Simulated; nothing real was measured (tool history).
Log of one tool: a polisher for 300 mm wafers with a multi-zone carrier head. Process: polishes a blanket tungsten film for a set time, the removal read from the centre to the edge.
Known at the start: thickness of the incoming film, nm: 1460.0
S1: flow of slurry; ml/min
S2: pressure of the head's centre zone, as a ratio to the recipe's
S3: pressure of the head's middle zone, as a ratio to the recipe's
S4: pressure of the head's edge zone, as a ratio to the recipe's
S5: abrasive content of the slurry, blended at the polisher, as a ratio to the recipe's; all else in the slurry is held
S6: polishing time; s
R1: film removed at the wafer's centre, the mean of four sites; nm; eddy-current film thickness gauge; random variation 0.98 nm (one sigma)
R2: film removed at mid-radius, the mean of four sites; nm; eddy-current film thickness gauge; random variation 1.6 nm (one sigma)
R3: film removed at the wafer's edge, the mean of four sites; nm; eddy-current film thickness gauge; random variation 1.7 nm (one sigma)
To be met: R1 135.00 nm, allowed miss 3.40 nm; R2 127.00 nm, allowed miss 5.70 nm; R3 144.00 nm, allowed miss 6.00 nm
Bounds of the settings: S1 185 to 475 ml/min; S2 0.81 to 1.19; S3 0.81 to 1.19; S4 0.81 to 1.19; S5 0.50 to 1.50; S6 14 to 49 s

Run 1, hour 0.0: S1 305 ml/min, S2 1.00, S3 1.00, S4 1.00, S5 1.00, S6 31 s. Result: R1 206.29 nm, R2 210.76 nm, R3 211.54 nm.
Run 2, hour 1.0: S1 305 ml/min, S2 1.00, S3 1.00, S4 1.00, S5 0.85, S6 31 s. Result: R1 201.26 nm, R2 204.57 nm, R3 202.12 nm.
Run 3, hour 3.8: S1 300 ml/min, S2 0.99, S3 0.97, S4 1.00, S5 0.80, S6 30 s. Result: R1 190.82 nm, R2 188.07 nm, R3 192.77 nm.
Run 4, hour 12.0: S1 295 ml/min, S2 0.97, S3 0.95, S4 0.99, S5 0.75, S6 29 s. Result: R1 178.11 nm, R2 178.50 nm, R3 185.17 nm.
Run 5, hour 14.5: S1 295 ml/min, S2 0.97, S3 0.95, S4 0.99, S5 0.85, S6 29 s. Result: R1 184.12 nm, R2 186.64 nm, R3 188.59 nm.
Run 6, hour 21.7: S1 295 ml/min, S2 0.96, S3 0.93, S4 1.00, S5 0.80, S6 28 s. Result: R1 173.77 nm, R2 169.76 nm, R3 182.52 nm.
Run 7, hour 30.5: S1 295 ml/min, S2 0.95, S3 0.92, S4 0.99, S5 0.75, S6 27 s. Result: R1 165.13 nm, R2 163.28 nm, R3 172.50 nm.
Run 8, hour 37.3: S1 295 ml/min, S2 0.94, S3 0.91, S4 0.99, S5 0.70, S6 26 s. Result: R1 154.73 nm, R2 157.58 nm, R3 164.94 nm.
Run 9, hour 41.9: S1 290 ml/min, S2 0.94, S3 0.89, S4 0.99, S5 0.65, S6 26 s. Result: R1 151.35 nm, R2 150.58 nm, R3 159.83 nm.

Which of these 5 next moves meets every target?
Run A, hour 46.5: S1 335 ml/min, S2 1.05, S3 0.81, S4 0.99, S5 0.60, S6 26 s. Result: R1 ?, R2 ?, R3 ?.
Run B, hour 46.5: S1 195 ml/min, S2 0.85, S3 0.87, S4 0.99, S5 0.75, S6 26 s. Result: R1 ?, R2 ?, R3 ?.
Run C, hour 46.5: S1 300 ml/min, S2 0.95, S3 0.96, S4 0.94, S5 0.75, S6 23 s. Result: R1 ?, R2 ?, R3 ?.
Run D, hour 46.5: S1 255 ml/min, S2 0.98, S3 0.81, S4 1.00, S5 0.60, S6 24 s. Result: R1 ?, R2 ?, R3 ?.
Run E, hour 46.5: S1 310 ml/min, S2 0.94, S3 0.83, S4 0.97, S5 0.85, S6 22 s. Result: R1 ?, R2 ?, R3 ?.

move      R1      R2      R3
   A  170.69  145.29  159.73
   B  131.55  146.32  156.19
   C  139.35  146.64  140.92
   D  142.13  130.17  144.79
   E  134.87  130.51  140.04
A: further off than the last run
B: takes the result that was furthest off past its target
C: nearer than the last run, and not there yet
D: nearer than the last run, and not there yet
E: meets every target
The right move is E.
